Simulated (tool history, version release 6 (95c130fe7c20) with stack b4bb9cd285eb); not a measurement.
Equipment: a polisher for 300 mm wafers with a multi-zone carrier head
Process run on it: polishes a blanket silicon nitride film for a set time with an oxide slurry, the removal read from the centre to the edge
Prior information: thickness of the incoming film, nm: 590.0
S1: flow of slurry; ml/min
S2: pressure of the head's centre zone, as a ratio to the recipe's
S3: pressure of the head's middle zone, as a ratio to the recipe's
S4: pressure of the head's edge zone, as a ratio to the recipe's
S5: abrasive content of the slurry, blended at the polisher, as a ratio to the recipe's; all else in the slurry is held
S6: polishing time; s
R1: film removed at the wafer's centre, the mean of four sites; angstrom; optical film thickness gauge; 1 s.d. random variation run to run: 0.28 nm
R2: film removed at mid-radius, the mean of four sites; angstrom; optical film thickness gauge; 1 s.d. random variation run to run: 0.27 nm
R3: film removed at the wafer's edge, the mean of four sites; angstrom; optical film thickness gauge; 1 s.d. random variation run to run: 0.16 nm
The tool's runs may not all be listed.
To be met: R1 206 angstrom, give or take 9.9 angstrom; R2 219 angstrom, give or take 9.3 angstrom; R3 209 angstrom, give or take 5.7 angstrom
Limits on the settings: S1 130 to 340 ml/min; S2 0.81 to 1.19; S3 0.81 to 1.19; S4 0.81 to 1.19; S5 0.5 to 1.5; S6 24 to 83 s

run,hour,S1,S2,S3,S4,S5,S6,R1,R2,R3
1,0,220,1,1,1,1,53,265.73,278.95,264.81
2,3.8,220,1.04,1,1,1,53,272.11,270.95,268.4
3,11.4,210,1,0.97,0.97,0.9,53,250.22,259.65,247.74
4,13.1,210,1,0.97,0.97,0.9,62,289.12,293.46,287.72
5,17,210,1,0.94,0.97,0.9,62,297.71,291.39,288.88
6,20.1,210,1,0.94,1.04,0.9,62,298.4,282.81,298.88
7,28.9,200,0.97,0.92,1,0.8,61,254.15,257.89,270.31
8,30.4,205,0.97,0.91,0.95,0.7,60,239.63,233.58,239.34
9,34.6,200,0.95,0.9,0.92,0.7,60,226.44,226.03,237.58
10,37.8,200,0.95,0.92,0.89,0.65,60,215.41,223.32,216.51

Pick the move, out of 4, that brings all results within their allowed miss; only one does.
A,41,210,0.88,0.87,0.85,0.7,58,?,?,?
B,41,215,0.83,0.82,0.89,0.75,54,?,?,?
C,41,200,0.96,0.98,0.95,0.75,51,?,?,?
D,41,230,1,0.81,0.98,0.7,55,?,?,?

move,R1,R2,R3
A,208.26,222.66,218.16
B,191.94,209.52,217.6
C,208.45,220.92,210.09
D,226.79,203.21,222.03
A: misses by more than the last run did
B: misses by more than the last run did
C: hits every target within its allowed miss
D: misses by more than the last run did
C meets every target.

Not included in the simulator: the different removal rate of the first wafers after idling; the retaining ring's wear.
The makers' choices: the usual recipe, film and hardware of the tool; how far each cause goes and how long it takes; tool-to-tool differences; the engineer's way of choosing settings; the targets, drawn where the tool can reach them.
